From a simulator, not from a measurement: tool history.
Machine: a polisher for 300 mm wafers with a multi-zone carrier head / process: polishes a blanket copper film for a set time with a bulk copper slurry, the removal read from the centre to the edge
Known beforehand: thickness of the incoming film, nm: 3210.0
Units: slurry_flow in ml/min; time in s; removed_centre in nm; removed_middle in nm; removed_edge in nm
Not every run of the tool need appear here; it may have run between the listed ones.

run,hour,slurry_flow,centre_zone,middle_zone,edge_zone,slurry_solids,time,removed_centre,removed_middle,removed_edge
1,0.0,270,1.00,1.00,1.00,1.00,35,172.69,172.51,165.58
2,5.9,270,1.00,1.00,1.04,1.00,35,170.71,168.81,173.28
3,9.6,205,1.00,1.00,1.04,1.00,35,163.62,161.86,164.22
4,17.2,175,1.00,1.00,1.04,1.00,35,156.87,158.80,160.22
5,21.4,175,1.05,1.00,1.04,1.00,35,166.26,158.78,165.08
6,25.5,175,1.05,1.00,1.04,1.00,31,148.08,137.63,145.08
7,32.2,175,1.05,0.97,1.02,0.90,30,136.08,126.54,136.94
8,32.9,180,1.07,0.95,0.98,0.80,29,127.57,116.96,123.30

Run 9 has not been measured yet. What should we expect?
9,35.8,180,1.08,0.93,0.96,0.75,29,?,?,?

For run 9 the tool returned removed_centre 129.44 nm, removed_middle 111.49 nm, removed_edge 122.28 nm.
